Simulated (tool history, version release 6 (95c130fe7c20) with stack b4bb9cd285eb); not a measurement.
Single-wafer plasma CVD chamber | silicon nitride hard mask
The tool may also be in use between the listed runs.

run	hour	heater temperature setpoint (°C)	chamber pressure (mTorr)	RF power (W)	deposition time (s)	mean film thickness on the monitor wafer (angstrom)
1	0	400	1530	340	32.2	407.98
2	5.7	405	1530	340	32.2	407.44
3	12.9	405	1530	295	32.2	367.05
4	14.6	405	1640	310	32.2	390.49
5	19.2	405	1640	270	32.2	348.85
6	20.6	405	1730	290	32.2	374.84
7	23.4	405	1800	305	32.2	393.98
8	30.2	405	1860	315	32.2	408.2
9	37.9	405	1910	325	32.2	421.84
10	41.7	405	1950	330	32.2	426.29
11	50.3	405	1980	335	32.2	434.55
12	55	405	2010	340	32.2	437.72
13	57	405	2030	345	32.2	445.51

Run 14 comes next. What will it give?
14	64.5	405	2050	350	32.2	?

{"run 14": {"mean film thickness on the monitor wafer (angstrom)": 451.1}}
